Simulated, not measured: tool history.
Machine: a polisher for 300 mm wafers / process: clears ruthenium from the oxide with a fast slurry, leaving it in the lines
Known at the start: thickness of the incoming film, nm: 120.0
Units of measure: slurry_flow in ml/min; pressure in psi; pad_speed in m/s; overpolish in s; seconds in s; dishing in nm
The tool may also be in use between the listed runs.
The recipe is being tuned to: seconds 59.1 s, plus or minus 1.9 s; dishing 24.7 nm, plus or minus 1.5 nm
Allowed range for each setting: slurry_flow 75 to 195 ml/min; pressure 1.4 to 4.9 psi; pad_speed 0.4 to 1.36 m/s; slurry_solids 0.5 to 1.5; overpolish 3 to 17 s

Run 1, day 0: slurry_flow 125 ml/min, pressure 3.1 psi, pad_speed 0.88 m/s, slurry_solids 1, overpolish 9 s. Result: seconds 28.316 s, dishing 31.588 nm.
Run 2, day 0.371: slurry_flow 120 ml/min, pressure 2.8 psi, pad_speed 0.86 m/s, slurry_solids 1, overpolish 10 s. Result: seconds 31.892 s, dishing 30.339 nm.
Run 3, day 0.533: slurry_flow 115 ml/min, pressure 2.5 psi, pad_speed 0.84 m/s, slurry_solids 1, overpolish 11 s. Result: seconds 36.065 s, dishing 29.077 nm.
Run 4, day 0.758: slurry_flow 115 ml/min, pressure 2.5 psi, pad_speed 1.02 m/s, slurry_solids 1, overpolish 11 s. Result: seconds 31.661 s, dishing 34.101 nm.
Run 5, day 1.129: slurry_flow 115 ml/min, pressure 2.5 psi, pad_speed 1.02 m/s, slurry_solids 1, overpolish 15 s. Result: seconds 31.395 s, dishing 44.529 nm.
Run 6, day 1.346: slurry_flow 115 ml/min, pressure 2.5 psi, pad_speed 1.02 m/s, slurry_solids 1.2, overpolish 15 s. Result: seconds 29.221 s, dishing 44.864 nm.
Run 7, day 1.429: slurry_flow 110 ml/min, pressure 2.3 psi, pad_speed 0.96 m/s, slurry_solids 1.2, overpolish 15 s. Result: seconds 33.542 s, dishing 42.691 nm.
Run 8, day 1.517: slurry_flow 110 ml/min, pressure 2.1 psi, pad_speed 0.92 m/s, slurry_solids 1.2, overpolish 15 s. Result: seconds 37.964 s, dishing 38.014 nm.
Run 9, day 1.854: slurry_flow 110 ml/min, pressure 2.1 psi, pad_speed 0.92 m/s, slurry_solids 1.2, overpolish 15 s. Result: seconds 38.008 s, dishing 37.511 nm.
Run 10, day 2.162: slurry_flow 105 ml/min, pressure 2 psi, pad_speed 0.9 m/s, slurry_solids 1.2, overpolish 15 s. Result: seconds 41.03 s, dishing 35.06 nm.
Run 11, day 2.271: slurry_flow 100 ml/min, pressure 1.9 psi, pad_speed 0.88 m/s, slurry_solids 1.2, overpolish 15 s. Result: seconds 44.31 s, dishing 32.161 nm.
Run 12, day 2.483: slurry_flow 95 ml/min, pressure 1.8 psi, pad_speed 0.88 m/s, slurry_solids 1.2, overpolish 15 s. Result: seconds 46.152 s, dishing 30.294 nm.
Run 13, day 2.517: slurry_flow 90 ml/min, pressure 1.7 psi, pad_speed 0.88 m/s, slurry_solids 1.2, overpolish 15 s. Result: seconds 49.535 s, dishing 29.043 nm.
Run 14, day 2.583: slurry_flow 90 ml/min, pressure 1.6 psi, pad_speed 0.88 m/s, slurry_solids 1.2, overpolish 15 s. Result: seconds 52.531 s, dishing 27.525 nm.
Run 15, day 2.621: slurry_flow 80 ml/min, pressure 1.5 psi, pad_speed 0.88 m/s, slurry_solids 1.2, overpolish 15 s. Result: seconds 56.56 s, dishing 26.236 nm.

Pick the move, out of 4, that brings all results within their allowed miss; only one does.
Run A, day 2.658: slurry_flow 85 ml/min, pressure 1.5 psi, pad_speed 0.9 m/s, slurry_solids 1.25, overpolish 15 s. Result: seconds ?, dishing ?.
Run B, day 2.658: slurry_flow 100 ml/min, pressure 1.4 psi, pad_speed 0.82 m/s, slurry_solids 1.35, overpolish 17 s. Result: seconds ?, dishing ?.
Run C, day 2.658: slurry_flow 80 ml/min, pressure 1.5 psi, pad_speed 0.92 m/s, slurry_solids 1.4, overpolish 14 s. Result: seconds ?, dishing ?.
Run D, day 2.658: slurry_flow 75 ml/min, pressure 1.5 psi, pad_speed 0.88 m/s, slurry_solids 1.1, overpolish 15 s. Result: seconds ?, dishing ?.

move  seconds  dishing
   A   54.705    27.36
   B   59.568    28.41
   C   52.339   26.729
   D   59.114    25.43
A: further off than the last run
B: brings the last run's worst result on target, with another outside its allowed miss
C: further off than the last run
D: in spec on every target
The move that meets every target is D.
